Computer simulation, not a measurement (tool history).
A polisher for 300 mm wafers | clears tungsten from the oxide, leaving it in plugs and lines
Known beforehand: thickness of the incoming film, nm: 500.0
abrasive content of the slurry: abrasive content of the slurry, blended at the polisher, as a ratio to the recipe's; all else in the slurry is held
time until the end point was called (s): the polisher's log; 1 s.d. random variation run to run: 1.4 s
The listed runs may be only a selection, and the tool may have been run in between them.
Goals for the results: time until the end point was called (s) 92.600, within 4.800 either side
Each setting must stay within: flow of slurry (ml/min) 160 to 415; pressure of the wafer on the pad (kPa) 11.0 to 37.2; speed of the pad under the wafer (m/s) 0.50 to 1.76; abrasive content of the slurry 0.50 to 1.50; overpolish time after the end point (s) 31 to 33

run,day,flow of slurry (ml/min),pressure of the wafer on the pad (kPa),speed of the pad under the wafer (m/s),abrasive content of the slurry,overpolish time after the end point (s),time until the end point was called (s)
1,0.000,265,24.1,1.12,1.00,31,124.340
2,0.092,330,24.1,1.12,1.00,31,121.340
3,0.367,330,24.1,0.86,1.00,31,148.520
4,0.646,330,24.1,0.86,1.00,31,149.030
# day 0.825: slurry nozzle cleaned
5,0.825,330,24.1,0.86,1.00,33,144.760
6,1.112,330,19.3,0.86,1.00,33,184.560
7,1.350,330,23.4,0.88,1.00,33,152.250
8,1.579,330,30.3,0.94,1.00,33,112.000
9,1.925,330,31.7,0.94,1.00,33,103.040
10,1.992,330,32.4,0.94,1.00,33,101.820
11,2.362,330,33.1,0.94,1.00,33,101.000
12,2.575,330,33.8,0.94,1.00,33,99.498

Pick the move, out of 5, that brings all results within their allowed miss; only one does.
A,2.788,265,29.0,1.06,1.15,33,?
B,2.788,335,28.3,1.02,0.95,31,?
C,2.788,240,35.9,0.96,1.20,33,?
D,2.788,320,35.9,1.08,1.05,31,?
E,2.788,415,31.0,1.24,1.10,33,?

move,time until the end point was called (s)
A,106.060
B,113.770
C,93.939
D,84.824
E,84.255
A: lands further from the targets than the last run did
B: lands further from the targets than the last run did
C: every result lands within tolerance
D: carries the result that was furthest off beyond its target, to the other side
E: carries the result that was furthest off beyond its target, to the other side
Move C is the one to make.
